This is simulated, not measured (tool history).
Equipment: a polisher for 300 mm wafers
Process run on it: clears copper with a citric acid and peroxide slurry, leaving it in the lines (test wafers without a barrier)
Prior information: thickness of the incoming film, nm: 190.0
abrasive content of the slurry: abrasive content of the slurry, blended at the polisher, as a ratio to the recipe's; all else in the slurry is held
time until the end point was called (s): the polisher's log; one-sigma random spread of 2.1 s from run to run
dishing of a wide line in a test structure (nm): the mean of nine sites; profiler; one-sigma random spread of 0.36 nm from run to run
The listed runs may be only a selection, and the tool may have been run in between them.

run,hour,flow of slurry (ml/min),pressure of the wafer on the pad (psi),speed of the pad under the wafer (cm/s),abrasive content of the slurry,overpolish time after the end point (s),time until the end point was called (s),dishing of a wide line in a test structure (nm)
1,0.0,260,2.6,112,1.0,15,103.620,23.115
2,6.9,260,2.6,112,1.0,12,104.630,18.835
3,10.2,260,2.4,112,1.0,14,107.560,20.441
4,14.0,260,2.4,136,1.0,14,94.911,23.553
5,22.7,260,1.8,136,1.0,14,116.940,19.267
6,28.2,260,1.2,136,1.0,14,168.810,13.728

Run 7 has not been measured yet. What should we expect?
7,35.9,260,1.3,136,1.0,15,?,?

{"run 7": {"time until the end point was called (s)": 157.84, "dishing of a wide line in a test structure (nm)": 15.715}}

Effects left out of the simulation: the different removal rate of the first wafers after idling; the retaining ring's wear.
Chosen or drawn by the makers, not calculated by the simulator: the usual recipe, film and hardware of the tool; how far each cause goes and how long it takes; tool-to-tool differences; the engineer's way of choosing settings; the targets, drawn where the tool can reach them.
